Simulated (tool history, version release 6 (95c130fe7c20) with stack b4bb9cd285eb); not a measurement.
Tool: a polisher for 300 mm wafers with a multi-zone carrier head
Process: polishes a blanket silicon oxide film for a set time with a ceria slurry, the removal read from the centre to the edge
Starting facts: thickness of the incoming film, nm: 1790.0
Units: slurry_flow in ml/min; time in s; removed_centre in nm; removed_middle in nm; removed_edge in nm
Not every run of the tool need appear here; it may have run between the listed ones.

{"run": 1, "day": 0.0, "slurry_flow": 285, "centre_zone": 1, "middle_zone": 1, "edge_zone": 1, "time": 40, "removed_centre": 147.54, "removed_middle": 150.24, "removed_edge": 151.72}
{"run": 2, "day": 0.225, "slurry_flow": 335, "centre_zone": 1, "middle_zone": 1, "edge_zone": 1, "time": 40, "removed_centre": 149.29, "removed_middle": 151.1, "removed_edge": 152.84}
{"run": 3, "day": 0.354, "slurry_flow": 335, "centre_zone": 1, "middle_zone": 0.96, "edge_zone": 1, "time": 40, "removed_centre": 147.69, "removed_middle": 143.39, "removed_edge": 153.76}
{"run": 4, "day": 0.467, "slurry_flow": 335, "centre_zone": 1, "middle_zone": 0.96, "edge_zone": 1, "time": 46, "removed_centre": 174.36, "removed_middle": 167.3, "removed_edge": 176.65}
{"run": 5, "day": 0.708, "slurry_flow": 335, "centre_zone": 1, "middle_zone": 0.96, "edge_zone": 0.92, "time": 46, "removed_centre": 174.88, "removed_middle": 167.54, "removed_edge": 170.37}
{"run": 6, "day": 1.046, "slurry_flow": 335, "centre_zone": 1, "middle_zone": 1.01, "edge_zone": 0.92, "time": 46, "removed_centre": 172.78, "removed_middle": 173.72, "removed_edge": 168.86}
{"day": 1.292, "done": "slurry nozzle cleaned"}
{"run": 7, "day": 1.292, "slurry_flow": 335, "centre_zone": 0.99, "middle_zone": 0.99, "edge_zone": 0.91, "time": 43, "removed_centre": 162.44, "removed_middle": 160.67, "removed_edge": 158.56}
{"run": 8, "day": 1.358, "slurry_flow": 330, "centre_zone": 0.97, "middle_zone": 0.98, "edge_zone": 0.9, "time": 40, "removed_centre": 150.07, "removed_middle": 147.28, "removed_edge": 147.29}
{"run": 9, "day": 1.396, "slurry_flow": 325, "centre_zone": 0.95, "middle_zone": 0.97, "edge_zone": 0.9, "time": 38, "removed_centre": 138.68, "removed_middle": 141.39, "removed_edge": 138.92}
{"run": 10, "day": 1.683, "slurry_flow": 325, "centre_zone": 0.94, "middle_zone": 0.95, "edge_zone": 0.89, "time": 36, "removed_centre": 130.9, "removed_middle": 130.34, "removed_edge": 131.63}
{"run": 11, "day": 1.983, "slurry_flow": 320, "centre_zone": 0.92, "middle_zone": 0.94, "edge_zone": 0.88, "time": 35, "removed_centre": 121.46, "removed_middle": 126.19, "removed_edge": 126.29}
{"run": 12, "day": 2.158, "slurry_flow": 315, "centre_zone": 0.91, "middle_zone": 0.92, "edge_zone": 0.87, "time": 34, "removed_centre": 120.22, "removed_middle": 120.72, "removed_edge": 123.79}
{"run": 13, "day": 2.475, "slurry_flow": 310, "centre_zone": 0.9, "middle_zone": 0.91, "edge_zone": 0.86, "time": 33, "removed_centre": 110.8, "removed_middle": 115.19, "removed_edge": 118.28}
{"run": 14, "day": 2.542, "slurry_flow": 300, "centre_zone": 0.9, "middle_zone": 0.9, "edge_zone": 0.85, "time": 33, "removed_centre": 113.72, "removed_middle": 113.96, "removed_edge": 116.54}
{"run": 15, "day": 2.717, "slurry_flow": 290, "centre_zone": 0.89, "middle_zone": 0.89, "edge_zone": 0.84, "time": 33, "removed_centre": 110.75, "removed_middle": 113.42, "removed_edge": 116.48}

Run 16 is up next; what results do you expect?
{"run": 16, "day": 2.808, "slurry_flow": 285, "centre_zone": 0.89, "middle_zone": 0.88, "edge_zone": 0.84, "time": 33, "removed_centre": "?", "removed_middle": "?", "removed_edge": "?"}

{"run 16": {"removed_centre": 111.5, "removed_middle": 110.74, "removed_edge": 116.46}}
